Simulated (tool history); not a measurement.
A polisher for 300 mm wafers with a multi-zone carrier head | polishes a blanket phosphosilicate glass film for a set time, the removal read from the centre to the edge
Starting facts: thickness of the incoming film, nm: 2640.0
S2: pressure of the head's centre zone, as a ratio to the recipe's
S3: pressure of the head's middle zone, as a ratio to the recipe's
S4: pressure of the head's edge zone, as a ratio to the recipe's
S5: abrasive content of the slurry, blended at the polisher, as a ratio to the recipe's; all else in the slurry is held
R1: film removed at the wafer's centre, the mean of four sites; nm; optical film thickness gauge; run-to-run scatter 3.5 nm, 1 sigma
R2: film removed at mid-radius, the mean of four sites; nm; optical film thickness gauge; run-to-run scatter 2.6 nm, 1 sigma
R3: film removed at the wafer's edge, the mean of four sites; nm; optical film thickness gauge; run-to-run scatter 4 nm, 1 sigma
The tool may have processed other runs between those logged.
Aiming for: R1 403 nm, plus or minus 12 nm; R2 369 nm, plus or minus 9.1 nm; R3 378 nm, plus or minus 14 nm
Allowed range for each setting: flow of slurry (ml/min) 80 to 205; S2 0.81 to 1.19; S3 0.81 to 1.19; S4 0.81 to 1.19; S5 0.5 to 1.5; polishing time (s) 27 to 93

run 1 hour=0 | flow_of_slurry_(ml/min)=135 S2=1 S3=1 S4=1 S5=1 polishing_time_(s)=59 | R1=270.35 R2=275.04 R3=281.47
run 2 hour=7.3 | flow_of_slurry_(ml/min)=135 S2=1 S3=1 S4=1.03 S5=1 polishing_time_(s)=59 | R1=273.05 R2=274.52 R3=289.68
run 3 hour=9.7 | flow_of_slurry_(ml/min)=135 S2=0.92 S3=1 S4=1.03 S5=1 polishing_time_(s)=59 | R1=252.13 R2=279.07 R3=289.56
run 4 hour=18.6 | flow_of_slurry_(ml/min)=145 S2=0.97 S3=1.03 S4=1.06 S5=1.05 polishing_time_(s)=59 | R1=277.53 R2=293.61 R3=303.92
run 5 hour=22.6 | flow_of_slurry_(ml/min)=145 S2=0.97 S3=1.03 S4=1.06 S5=1.05 polishing_time_(s)=49 | R1=229.2 R2=244.43 R3=247.01
run 6 hour=28.6 | flow_of_slurry_(ml/min)=130 S2=0.97 S3=1.03 S4=1.06 S5=1.05 polishing_time_(s)=49 | R1=220.47 R2=235.49 R3=245.37
run 7 hour=32.4 | flow_of_slurry_(ml/min)=140 S2=1.01 S3=1.05 S4=1.08 S5=1.15 polishing_time_(s)=51 | R1=257.16 R2=266.01 R3=269.7
run 8 hour=37.7 | flow_of_slurry_(ml/min)=145 S2=1.03 S3=1.05 S4=1.1 S5=1.25 polishing_time_(s)=53 | R1=283.75 R2=290.64 R3=294.32
run 9 hour=40.9 | flow_of_slurry_(ml/min)=150 S2=1.05 S3=1.05 S4=1.12 S5=1.3 polishing_time_(s)=54 | R1=299.77 R2=300.39 R3=317.76
run 10 hour=43.2 | flow_of_slurry_(ml/min)=160 S2=1.08 S3=1.06 S4=1.13 S5=1.35 polishing_time_(s)=54 | R1=321.67 R2=313.78 R3=320.26
run 11 hour=48.6 | flow_of_slurry_(ml/min)=160 S2=1.1 S3=1.06 S4=1.14 S5=1.4 polishing_time_(s)=55 | R1=333.62 R2=320.89 R3=329.08
run 12 hour=52.9 | flow_of_slurry_(ml/min)=165 S2=1.11 S3=1.06 S4=1.15 S5=1.4 polishing_time_(s)=56 | R1=349.63 R2=331.76 R3=346.49
run 13 hour=60.3 | flow_of_slurry_(ml/min)=170 S2=1.12 S3=1.07 S4=1.16 S5=1.4 polishing_time_(s)=56 | R1=356.05 R2=335.98 R3=346.71
run 14 hour=67.2 | flow_of_slurry_(ml/min)=175 S2=1.13 S3=1.07 S4=1.17 S5=1.4 polishing_time_(s)=56 | R1=356.88 R2=339.91 R3=346.11
run 15 hour=72.2 | flow_of_slurry_(ml/min)=175 S2=1.14 S3=1.07 S4=1.17 S5=1.4 polishing_time_(s)=56 | R1=359.08 R2=336.48 R3=350.61
run 16 hour=74.7 | flow_of_slurry_(ml/min)=180 S2=1.15 S3=1.07 S4=1.17 S5=1.4 polishing_time_(s)=56 | R1=369.94 R2=338.59 R3=348.27
run 17 hour=78 | flow_of_slurry_(ml/min)=185 S2=1.16 S3=1.08 S4=1.18 S5=1.45 polishing_time_(s)=57 | R1=382.54 R2=352.56 R3=363.15

4 next moves are on the table. One of them brings every result within its allowed miss. Which?
run A hour=81.3 | flow_of_slurry_(ml/min)=155 S2=1.07 S3=0.95 S4=1.19 S5=1.5 polishing_time_(s)=60 | R1=? R2=? R3=?
run B hour=81.3 | flow_of_slurry_(ml/min)=185 S2=1.14 S3=1.07 S4=1.19 S5=1.45 polishing_time_(s)=56 | R1=? R2=? R3=?
run C hour=81.3 | flow_of_slurry_(ml/min)=170 S2=1.18 S3=1.08 S4=1.18 S5=1.45 polishing_time_(s)=60 | R1=? R2=? R3=?
run D hour=81.3 | flow_of_slurry_(ml/min)=190 S2=1.19 S3=1.14 S4=1.11 S5=1.45 polishing_time_(s)=53 | R1=? R2=? R3=?

move=A R1=361.51 R2=329.41 R3=374.03
move=B R1=370.53 R2=349.15 R3=354.06
move=C R1=402.19 R2=370.39 R3=372.88
move=D R1=367.73 R2=350.67 R3=324.18
A: lands further from the targets than the last run did
B: lands further from the targets than the last run did
C: every result within its allowed miss
D: lands further from the targets than the last run did
Go with C: it meets all targets.
